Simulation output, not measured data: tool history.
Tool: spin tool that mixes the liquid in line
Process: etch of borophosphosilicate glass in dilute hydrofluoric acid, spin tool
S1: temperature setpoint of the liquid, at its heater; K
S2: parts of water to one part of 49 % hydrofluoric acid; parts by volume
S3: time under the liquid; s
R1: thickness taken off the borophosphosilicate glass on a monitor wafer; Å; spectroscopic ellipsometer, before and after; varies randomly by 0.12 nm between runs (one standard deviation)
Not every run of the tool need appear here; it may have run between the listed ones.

run	hour	S1	S2	S3	R1
1	0.0	299.15	170	60	219.39
2	6.4	297.15	170	60	204.86
3	13.3	297.15	200	60	167.63
4	15.9	296.15	200	60	161.65
# hour 18.2: thermometer replaced
5	18.2	295.15	200	60	142.82
6	25.5	295.15	200	65	155.65
7	32.7	294.65	200	65	153.35
8	34.9	294.15	200	65	150.44
9	40.6	293.65	200	65	147.81

Expected results for the next run?
10	42.2	293.15	200	65	?

Run 10 measured R1 144.37 Å.
